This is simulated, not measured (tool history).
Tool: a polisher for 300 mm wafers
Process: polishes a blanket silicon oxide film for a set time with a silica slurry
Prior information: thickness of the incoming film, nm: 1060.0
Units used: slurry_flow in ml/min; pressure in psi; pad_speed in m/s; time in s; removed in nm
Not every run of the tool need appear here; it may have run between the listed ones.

run 1 hour=0.0 | slurry_flow=210 pressure=3.5 pad_speed=0.98 slurry_solids=1.0 time=119 | removed=284.40
run 2 hour=6.9 | slurry_flow=210 pressure=3.5 pad_speed=0.98 slurry_solids=1.0 time=119 | removed=283.17
run 3 hour=11.7 | slurry_flow=165 pressure=3.5 pad_speed=0.98 slurry_solids=1.0 time=119 | removed=270.68
run 4 hour=15.0 | slurry_flow=165 pressure=2.6 pad_speed=0.98 slurry_solids=1.0 time=119 | removed=206.66
run 5 hour=20.7 | slurry_flow=165 pressure=2.6 pad_speed=0.78 slurry_solids=1.0 time=119 | removed=174.57
run 6 hour=22.7 | slurry_flow=125 pressure=2.6 pad_speed=0.78 slurry_solids=1.0 time=119 | removed=167.12
run 7 hour=27.8 | slurry_flow=165 pressure=2.8 pad_speed=0.78 slurry_solids=1.0 time=119 | removed=185.84

Run 8 comes next. What will it give?
run 8 hour=35.9 | slurry_flow=195 pressure=2.9 pad_speed=0.78 slurry_solids=1.0 time=119 | removed=?

Run 8 yielded removed 195.09 nm.

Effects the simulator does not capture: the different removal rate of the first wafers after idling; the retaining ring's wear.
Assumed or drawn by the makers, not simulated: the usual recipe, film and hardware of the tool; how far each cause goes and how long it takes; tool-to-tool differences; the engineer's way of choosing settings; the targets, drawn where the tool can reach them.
